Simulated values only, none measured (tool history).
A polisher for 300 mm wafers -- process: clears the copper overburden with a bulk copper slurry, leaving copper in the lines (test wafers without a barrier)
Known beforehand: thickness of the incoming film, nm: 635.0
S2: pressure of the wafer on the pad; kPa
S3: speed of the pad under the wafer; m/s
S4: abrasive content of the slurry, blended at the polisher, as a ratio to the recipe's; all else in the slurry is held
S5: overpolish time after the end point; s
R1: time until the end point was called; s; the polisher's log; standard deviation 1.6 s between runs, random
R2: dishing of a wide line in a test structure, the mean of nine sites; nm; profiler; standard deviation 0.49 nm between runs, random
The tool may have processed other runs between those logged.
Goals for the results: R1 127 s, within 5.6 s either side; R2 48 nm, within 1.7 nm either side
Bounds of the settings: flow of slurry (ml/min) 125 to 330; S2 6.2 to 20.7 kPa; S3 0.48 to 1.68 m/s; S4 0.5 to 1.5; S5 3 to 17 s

run 1 hour=0 | flow_of_slurry_(ml/min)=210 S2=13.1 S3=1.08 S4=1 S5=9 | R1=90.613 R2=46.126
run 2 hour=5.5 | flow_of_slurry_(ml/min)=205 S2=12.4 S3=1.08 S4=1 S5=10 | R1=97.693 R2=47.148
run 3 hour=12.4 | flow_of_slurry_(ml/min)=205 S2=9.7 S3=1.08 S4=1 S5=10 | R1=126.51 R2=38.166
run 4 hour=16.3 | flow_of_slurry_(ml/min)=205 S2=9.7 S3=0.84 S4=1 S5=10 | R1=158.9 R2=30.56
run 5 hour=21 | flow_of_slurry_(ml/min)=200 S2=10.3 S3=0.84 S4=1 S5=10 | R1=152.35 R2=33.063
run 6 hour=27.1 | flow_of_slurry_(ml/min)=200 S2=10.3 S3=0.84 S4=1 S5=13 | R1=152.18 R2=40.903
run 7 hour=28.8 | flow_of_slurry_(ml/min)=205 S2=10.3 S3=0.84 S4=1 S5=13 | R1=148.76 R2=41.201
run 8 hour=37.4 | flow_of_slurry_(ml/min)=210 S2=10.3 S3=0.84 S4=1 S5=13 | R1=150.3 R2=41.003
run 9 hour=41.9 | flow_of_slurry_(ml/min)=220 S2=11.7 S3=0.84 S4=1 S5=13 | R1=133.69 R2=46.769
run 10 hour=50.3 | flow_of_slurry_(ml/min)=225 S2=11.7 S3=0.84 S4=1 S5=13 | R1=132.18 R2=46.633
run 11 hour=55.6 | flow_of_slurry_(ml/min)=230 S2=11.7 S3=0.84 S4=1 S5=13 | R1=132.08 R2=45.785

Exactly one of the 5 candidate moves below puts every result within its allowed miss. Which one?
run A hour=60.9 | flow_of_slurry_(ml/min)=195 S2=12.4 S3=0.8 S4=0.95 S5=12 | R1=? R2=?
run B hour=60.9 | flow_of_slurry_(ml/min)=290 S2=13.1 S3=0.68 S4=1.05 S5=12 | R1=? R2=?
run C hour=60.9 | flow_of_slurry_(ml/min)=215 S2=11 S3=0.9 S4=1.2 S5=13 | R1=? R2=?
run D hour=60.9 | flow_of_slurry_(ml/min)=195 S2=9 S3=1.08 S4=1.05 S5=13 | R1=? R2=?
run E hour=60.9 | flow_of_slurry_(ml/min)=135 S2=11.7 S3=0.9 S4=0.85 S5=15 | R1=? R2=?

move=A R1=133.52 R2=42.981
move=B R1=138.51 R2=41.84
move=C R1=125.76 R2=47.745
move=D R1=134.01 R2=44.439
move=E R1=137.24 R2=50.232
A: the biggest miss grows against the last run
B: the biggest miss grows against the last run
C: each result inside its tolerance
D: the biggest miss grows against the last run
E: carries the result that was furthest off beyond its target, to the other side
The right move is C.
